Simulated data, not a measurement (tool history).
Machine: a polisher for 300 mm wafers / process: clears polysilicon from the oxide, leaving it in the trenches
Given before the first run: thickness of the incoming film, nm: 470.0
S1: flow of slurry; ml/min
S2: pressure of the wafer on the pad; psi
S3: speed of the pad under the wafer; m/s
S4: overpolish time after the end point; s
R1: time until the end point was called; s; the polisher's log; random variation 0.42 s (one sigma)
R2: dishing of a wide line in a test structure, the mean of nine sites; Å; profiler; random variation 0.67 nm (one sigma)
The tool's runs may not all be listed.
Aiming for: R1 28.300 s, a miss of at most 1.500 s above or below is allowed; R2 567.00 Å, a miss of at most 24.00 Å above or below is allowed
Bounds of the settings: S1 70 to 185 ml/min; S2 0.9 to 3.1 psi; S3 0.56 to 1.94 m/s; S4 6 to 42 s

Run 1, hour 0.0: S1 120 ml/min, S2 2.0 psi, S3 1.24 m/s, S4 21 s. Result: R1 42.966 s, R2 594.11 Å.
Run 2, hour 6.8: S1 120 ml/min, S2 2.2 psi, S3 1.26 m/s, S4 16 s. Result: R1 39.049 s, R2 568.79 Å.
Run 3, hour 15.2: S1 120 ml/min, S2 2.2 psi, S3 1.26 m/s, S4 20 s. Result: R1 39.033 s, R2 592.08 Å.
Run 4, hour 19.2: S1 120 ml/min, S2 2.2 psi, S3 1.42 m/s, S4 20 s. Result: R1 34.932 s, R2 586.32 Å.
Run 5, hour 26.4: S1 140 ml/min, S2 2.2 psi, S3 1.42 m/s, S4 20 s. Result: R1 33.699 s, R2 607.21 Å.
Run 6, hour 27.0: S1 140 ml/min, S2 2.2 psi, S3 1.12 m/s, S4 20 s. Result: R1 43.571 s, R2 590.01 Å.
Run 7, hour 33.6: S1 140 ml/min, S2 2.5 psi, S3 1.14 m/s, S4 18 s. Result: R1 36.280 s, R2 584.82 Å.
Run 8, hour 36.6: S1 145 ml/min, S2 3.0 psi, S3 1.16 m/s, S4 10 s. Result: R1 30.115 s, R2 554.59 Å.
Run 9, hour 39.2: S1 145 ml/min, S2 3.0 psi, S3 1.16 m/s, S4 11 s. Result: R1 30.282 s, R2 558.12 Å.
Run 10, hour 43.2: S1 145 ml/min, S2 3.0 psi, S3 1.16 m/s, S4 12 s. Result: R1 30.734 s, R2 580.97 Å.

Next run, 4 choices. One meets every target within its allowed miss, the rest don't. Which?
Run A, hour 47.2: S1 130 ml/min, S2 3.1 psi, S3 1.40 m/s, S4 23 s. Result: R1 ?, R2 ?.
Run B, hour 47.2: S1 135 ml/min, S2 3.1 psi, S3 1.20 m/s, S4 10 s. Result: R1 ?, R2 ?.
Run C, hour 47.2: S1 185 ml/min, S2 3.1 psi, S3 1.30 m/s, S4 10 s. Result: R1 ?, R2 ?.
Run D, hour 47.2: S1 155 ml/min, S2 2.7 psi, S3 1.08 m/s, S4 10 s. Result: R1 ?, R2 ?.

move      R1      R2
   A  24.054  604.20
   B  27.676  567.21
   C  24.266  579.31
   D  34.134  541.30
A: the result that was furthest off in the last run now lies on the other side of its target
B: every result lands within tolerance
C: the result that was furthest off in the last run now lies on the other side of its target
D: lands further from the targets than the last run did
Correct choice: B, which meets every target
